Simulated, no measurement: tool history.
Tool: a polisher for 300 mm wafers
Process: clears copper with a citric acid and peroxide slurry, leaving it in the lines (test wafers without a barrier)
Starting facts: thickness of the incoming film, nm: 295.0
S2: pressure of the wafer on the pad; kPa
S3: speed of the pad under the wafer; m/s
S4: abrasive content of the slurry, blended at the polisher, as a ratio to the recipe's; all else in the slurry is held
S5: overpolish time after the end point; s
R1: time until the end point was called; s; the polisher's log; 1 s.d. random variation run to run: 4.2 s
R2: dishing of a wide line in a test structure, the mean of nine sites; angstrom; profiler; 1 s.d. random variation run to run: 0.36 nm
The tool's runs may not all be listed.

{"run": 1, "hour": 0.0, "flow of slurry (ml/min)": 260, "S2": 20, "S3": 0.88, "S4": 1, "S5": 25, "R1": 148.41, "R2": 305.26}
{"run": 2, "hour": 1.3, "flow of slurry (ml/min)": 260, "S2": 22.8, "S3": 0.88, "S4": 1, "S5": 25, "R1": 135.67, "R2": 327.77}
{"run": 3, "hour": 8.5, "flow of slurry (ml/min)": 260, "S2": 20, "S3": 0.88, "S4": 1, "S5": 25, "R1": 153.56, "R2": 308.51}
{"run": 4, "hour": 13.8, "flow of slurry (ml/min)": 260, "S2": 20, "S3": 0.88, "S4": 1.1, "S5": 25, "R1": 147.23, "R2": 301.74}
{"run": 5, "hour": 22.6, "flow of slurry (ml/min)": 260, "S2": 18.6, "S3": 0.86, "S4": 1.1, "S5": 25, "R1": 161.32, "R2": 283.14}
{"run": 6, "hour": 26.2, "flow of slurry (ml/min)": 260, "S2": 21.4, "S3": 0.86, "S4": 1.1, "S5": 25, "R1": 138.56, "R2": 318.95}
{"run": 7, "hour": 30.2, "flow of slurry (ml/min)": 260, "S2": 20, "S3": 0.86, "S4": 1.1, "S5": 25, "R1": 156.27, "R2": 292}
{"run": 8, "hour": 35.4, "flow of slurry (ml/min)": 260, "S2": 18.6, "S3": 0.86, "S4": 1.1, "S5": 25, "R1": 162.42, "R2": 285.1}
{"run": 9, "hour": 38.5, "flow of slurry (ml/min)": 260, "S2": 17.9, "S3": 0.86, "S4": 1.1, "S5": 25, "R1": 172.81, "R2": 275.83}

Predict the results of run 10:
{"run": 10, "hour": 42.9, "flow of slurry (ml/min)": 260, "S2": 17.2, "S3": 0.86, "S4": 1.1, "S5": 25, "R1": "?", "R2": "?"}

R1: 174.01 s
R2: 263.23 angstrom

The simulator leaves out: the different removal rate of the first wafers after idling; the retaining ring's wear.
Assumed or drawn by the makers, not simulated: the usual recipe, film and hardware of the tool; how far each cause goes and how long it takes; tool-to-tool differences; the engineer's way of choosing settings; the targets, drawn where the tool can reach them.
